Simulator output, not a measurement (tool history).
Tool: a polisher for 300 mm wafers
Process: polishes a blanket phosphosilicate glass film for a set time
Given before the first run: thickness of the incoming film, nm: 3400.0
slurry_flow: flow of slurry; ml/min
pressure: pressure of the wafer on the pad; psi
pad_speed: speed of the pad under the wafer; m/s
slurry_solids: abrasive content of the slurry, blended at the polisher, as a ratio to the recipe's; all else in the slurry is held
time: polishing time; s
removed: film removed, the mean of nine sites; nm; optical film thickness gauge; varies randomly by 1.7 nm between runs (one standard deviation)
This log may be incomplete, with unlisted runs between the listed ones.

Run 1, day 0: slurry_flow 200 ml/min, pressure 2.1 psi, pad_speed 1.06 m/s, slurry_solids 1, time 57 s. Result: removed 370.04 nm.
Run 2, day 0.112: slurry_flow 200 ml/min, pressure 2.1 psi, pad_speed 1.06 m/s, slurry_solids 0.9, time 57 s. Result: removed 357.87 nm.
Run 3, day 0.204: slurry_flow 200 ml/min, pressure 2.1 psi, pad_speed 1.06 m/s, slurry_solids 1.05, time 57 s. Result: removed 375.41 nm.
Run 4, day 0.446: slurry_flow 200 ml/min, pressure 2.1 psi, pad_speed 1.28 m/s, slurry_solids 1.05, time 57 s. Result: removed 432.59 nm.
At day 0.642: worn pad replaced by a new one.
Run 5, day 0.642: slurry_flow 200 ml/min, pressure 2 psi, pad_speed 1.24 m/s, slurry_solids 1.05, time 57 s. Result: removed 443.33 nm.
Run 6, day 0.779: slurry_flow 200 ml/min, pressure 1.6 psi, pad_speed 1.24 m/s, slurry_solids 1.05, time 57 s. Result: removed 359.65 nm.
Run 7, day 0.933: slurry_flow 200 ml/min, pressure 1.5 psi, pad_speed 1.2 m/s, slurry_solids 1.05, time 57 s. Result: removed 333.72 nm.
Run 8, day 1.212: slurry_flow 200 ml/min, pressure 1.4 psi, pad_speed 1.16 m/s, slurry_solids 1.05, time 57 s. Result: removed 304.96 nm.
Run 9, day 1.242: slurry_flow 200 ml/min, pressure 1.4 psi, pad_speed 1.14 m/s, slurry_solids 1.05, time 57 s. Result: removed 301.23 nm.
Run 10, day 1.525: slurry_flow 200 ml/min, pressure 1.4 psi, pad_speed 1.12 m/s, slurry_solids 1.05, time 57 s. Result: removed 296.15 nm.
Run 11, day 1.779: slurry_flow 200 ml/min, pressure 1.4 psi, pad_speed 1.12 m/s, slurry_solids 1.05, time 57 s. Result: removed 294.94 nm.
Run 12, day 1.933: slurry_flow 200 ml/min, pressure 1.4 psi, pad_speed 1.1 m/s, slurry_solids 1.05, time 57 s. Result: removed 288.94 nm.
Run 13, day 1.996: slurry_flow 200 ml/min, pressure 1.4 psi, pad_speed 1.1 m/s, slurry_solids 1.05, time 57 s. Result: removed 292.88 nm.
Run 14, day 2.275: slurry_flow 200 ml/min, pressure 1.4 psi, pad_speed 1.08 m/s, slurry_solids 1.05, time 57 s. Result: removed 286.94 nm.
Run 15, day 2.408: slurry_flow 200 ml/min, pressure 1.4 psi, pad_speed 1.06 m/s, slurry_solids 1.05, time 57 s. Result: removed 283.56 nm.
Run 16, day 2.692: slurry_flow 200 ml/min, pressure 1.4 psi, pad_speed 1.04 m/s, slurry_solids 1.05, time 57 s. Result: removed 275.56 nm.
Run 17, day 2.733: slurry_flow 200 ml/min, pressure 1.4 psi, pad_speed 1.02 m/s, slurry_solids 1.05, time 57 s. Result: removed 274.54 nm.
Run 18, day 3.092: slurry_flow 200 ml/min, pressure 1.4 psi, pad_speed 1 m/s, slurry_solids 1.05, time 57 s. Result: removed 268.93 nm.

Predict the results of run 19:
Run 19, day 3.446: slurry_flow 200 ml/min, pressure 1.4 psi, pad_speed 0.98 m/s, slurry_solids 1.05, time 57 s. Result: removed ?.

removed: 265.61 nm

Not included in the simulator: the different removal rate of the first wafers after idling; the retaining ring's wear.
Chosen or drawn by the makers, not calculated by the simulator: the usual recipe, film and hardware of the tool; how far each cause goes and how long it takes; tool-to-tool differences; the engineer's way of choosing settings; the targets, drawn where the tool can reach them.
